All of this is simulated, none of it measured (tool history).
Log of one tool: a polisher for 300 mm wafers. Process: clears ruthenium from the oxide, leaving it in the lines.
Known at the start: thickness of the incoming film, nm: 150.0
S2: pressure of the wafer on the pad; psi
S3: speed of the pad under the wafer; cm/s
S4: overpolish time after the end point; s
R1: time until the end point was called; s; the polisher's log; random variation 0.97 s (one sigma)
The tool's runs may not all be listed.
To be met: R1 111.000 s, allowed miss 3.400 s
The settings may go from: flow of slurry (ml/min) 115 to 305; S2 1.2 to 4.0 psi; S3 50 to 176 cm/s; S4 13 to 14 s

Run 1, hour 0.0: flow of slurry (ml/min) 195, S2 2.6 psi, S3 112 cm/s, S4 13 s. Result: R1 87.287 s.
Run 2, hour 0.6: flow of slurry (ml/min) 190, S2 2.5 psi, S3 112 cm/s, S4 13 s. Result: R1 91.207 s.
Run 3, hour 2.4: flow of slurry (ml/min) 185, S2 2.4 psi, S3 112 cm/s, S4 13 s. Result: R1 94.751 s.
Run 4, hour 7.0: flow of slurry (ml/min) 185, S2 2.3 psi, S3 112 cm/s, S4 13 s. Result: R1 99.455 s.
Run 5, hour 13.9: flow of slurry (ml/min) 185, S2 1.7 psi, S3 112 cm/s, S4 13 s. Result: R1 131.870 s.
Run 6, hour 22.7: flow of slurry (ml/min) 230, S2 1.7 psi, S3 112 cm/s, S4 13 s. Result: R1 128.960 s.
Run 7, hour 23.2: flow of slurry (ml/min) 235, S2 2.1 psi, S3 112 cm/s, S4 13 s. Result: R1 104.250 s.
Run 8, hour 30.9: flow of slurry (ml/min) 230, S2 2.1 psi, S3 112 cm/s, S4 13 s. Result: R1 105.290 s.
Run 9, hour 33.8: flow of slurry (ml/min) 225, S2 2.1 psi, S3 112 cm/s, S4 13 s. Result: R1 106.030 s.
Run 10, hour 37.4: flow of slurry (ml/min) 220, S2 2.1 psi, S3 112 cm/s, S4 13 s. Result: R1 106.230 s.
Run 11, hour 42.5: flow of slurry (ml/min) 215, S2 2.1 psi, S3 112 cm/s, S4 13 s. Result: R1 105.500 s.
Run 12, hour 44.0: flow of slurry (ml/min) 210, S2 2.1 psi, S3 112 cm/s, S4 13 s. Result: R1 106.680 s.
Run 13, hour 50.3: flow of slurry (ml/min) 205, S2 2.1 psi, S3 112 cm/s, S4 13 s. Result: R1 107.050 s.
Run 14, hour 53.0: flow of slurry (ml/min) 200, S2 2.1 psi, S3 112 cm/s, S4 13 s. Result: R1 106.600 s.

Which of these 5 next moves meets every target?
Run A, hour 55.7: flow of slurry (ml/min) 190, S2 2.0 psi, S3 116 cm/s, S4 13 s. Result: R1 ?.
Run B, hour 55.7: flow of slurry (ml/min) 235, S2 2.4 psi, S3 104 cm/s, S4 13 s. Result: R1 ?.
Run C, hour 55.7: flow of slurry (ml/min) 200, S2 2.3 psi, S3 116 cm/s, S4 13 s. Result: R1 ?.
Run D, hour 55.7: flow of slurry (ml/min) 180, S2 2.2 psi, S3 112 cm/s, S4 13 s. Result: R1 ?.
Run E, hour 55.7: flow of slurry (ml/min) 170, S2 2.0 psi, S3 126 cm/s, S4 14 s. Result: R1 ?.

move       R1
   A  110.410
   B   98.678
   C   96.037
   D  104.010
   E  104.670
A: meets every target
B: further off than the last run
C: further off than the last run
D: further off than the last run
E: further off than the last run
The right move is A.
